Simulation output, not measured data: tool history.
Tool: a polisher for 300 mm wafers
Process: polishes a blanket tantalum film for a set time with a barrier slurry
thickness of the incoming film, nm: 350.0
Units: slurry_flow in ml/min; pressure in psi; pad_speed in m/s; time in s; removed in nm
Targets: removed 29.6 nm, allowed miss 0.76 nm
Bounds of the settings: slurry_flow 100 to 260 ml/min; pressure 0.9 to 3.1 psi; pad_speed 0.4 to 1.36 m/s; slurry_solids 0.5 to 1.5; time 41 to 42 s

| run | hour | slurry_flow | pressure | pad_speed | slurry_solids | time | removed |
|---|---|---|---|---|---|---|---|
| 1 | 0 | 165 | 2 | 0.88 | 1 | 41 | 46.666 |
| 2 | 7.4 | 155 | 1.7 | 0.88 | 1 | 41 | 40.56 |
| 3 | 8.5 | 155 | 1.7 | 0.8 | 1 | 41 | 36.403 |
| 4 | 17.1 | 155 | 1.7 | 0.8 | 1 | 42 | 37.451 |
| 5 | 21.2 | 150 | 1.6 | 0.8 | 1 | 42 | 35.216 |
| 6 | 24.2 | 150 | 1.6 | 0.8 | 1.1 | 42 | 36.803 |
| 7 | 27.2 | 145 | 1.5 | 0.8 | 1.1 | 42 | 34.074 |
| 8 | 32.4 | 135 | 1.4 | 0.8 | 1.1 | 42 | 31.763 |
| 9 | 33.7 | 125 | 1.4 | 0.8 | 1.1 | 42 | 31.194 |
|  | 36.6 | head pressure recalibrated |
| 10 | 36.6 | 120 | 1.4 | 0.8 | 1.1 | 42 | 33.886 |
| 11 | 43.5 | 120 | 1.4 | 0.8 | 1.1 | 42 | 34.181 |
| 12 | 46.9 | 120 | 1.4 | 0.8 | 1.1 | 42 | 34.097 |

5 next moves are on the table. One of them brings every result within its allowed miss. Which?
| A | 50.3 | 115 | 1.6 | 0.7 | 1 | 42 | ? |
| B | 50.3 | 100 | 2.2 | 0.66 | 1.25 | 42 | ? |
| C | 50.3 | 110 | 1.7 | 0.78 | 1.1 | 42 | ? |
| D | 50.3 | 130 | 1.6 | 0.94 | 0.85 | 42 | ? |
| E | 50.3 | 180 | 2.2 | 0.4 | 1.35 | 41 | ? |

| move | removed |
|---|---|
| A | 32.324 |
| B | 42.751 |
| C | 38.806 |
| D | 41.402 |
| E | 29.56 |
A: nearer than the last run, and not there yet
B: further off than the last run
C: further off than the last run
D: further off than the last run
E: meets every target
Answer: E

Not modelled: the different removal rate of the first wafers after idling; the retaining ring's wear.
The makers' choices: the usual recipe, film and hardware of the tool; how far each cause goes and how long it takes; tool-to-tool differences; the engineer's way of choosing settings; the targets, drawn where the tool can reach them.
